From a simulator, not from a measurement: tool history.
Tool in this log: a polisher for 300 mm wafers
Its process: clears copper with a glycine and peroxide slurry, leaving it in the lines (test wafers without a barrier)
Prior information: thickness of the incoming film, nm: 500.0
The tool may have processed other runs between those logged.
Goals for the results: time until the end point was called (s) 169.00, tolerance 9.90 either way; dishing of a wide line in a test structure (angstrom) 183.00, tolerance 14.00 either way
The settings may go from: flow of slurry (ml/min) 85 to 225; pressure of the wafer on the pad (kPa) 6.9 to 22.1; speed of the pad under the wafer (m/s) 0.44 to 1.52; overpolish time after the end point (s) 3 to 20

run,hour,flow of slurry (ml/min),pressure of the wafer on the pad (kPa),speed of the pad under the wafer (m/s),overpolish time after the end point (s),time until the end point was called (s),dishing of a wide line in a test structure (angstrom)
1,0.0,145,14.5,0.98,10,149.98,276.91
2,1.4,145,14.5,0.98,8,147.12,223.73
3,2.4,145,13.8,0.98,8,155.23,223.17
4,8.9,145,17.2,0.98,8,134.67,263.26
5,17.4,145,17.2,0.98,10,137.97,315.58
6,20.8,145,15.9,0.98,9,144.19,269.65
7,28.4,145,15.2,0.98,9,146.44,266.17
8,29.9,145,15.2,0.98,9,141.41,261.55
9,36.9,145,13.8,0.96,9,162.64,245.01
10,42.1,145,13.1,0.96,8,163.47,216.96

Next run, 5 choices. One meets every target within its allowed miss, the rest don't. Which?
A,47.3,120,11.0,1.40,7,?,?
B,47.3,160,13.1,0.86,7,?,?
C,47.3,110,10.3,1.36,9,?,?
D,47.3,160,13.8,0.90,8,?,?
E,47.3,145,14.5,0.98,9,?,?

move,time until the end point was called (s),dishing of a wide line in a test structure (angstrom)
A,149.47,206.11
B,175.90,178.74
C,165.44,236.15
D,164.37,215.67
E,153.44,255.84
A: better than the last run, though not everything is in spec
B: all results in spec
C: lands further from the targets than the last run did
D: just as far off the targets as the last run
E: lands further from the targets than the last run did
So the answer is move B, the one that meets all the targets.

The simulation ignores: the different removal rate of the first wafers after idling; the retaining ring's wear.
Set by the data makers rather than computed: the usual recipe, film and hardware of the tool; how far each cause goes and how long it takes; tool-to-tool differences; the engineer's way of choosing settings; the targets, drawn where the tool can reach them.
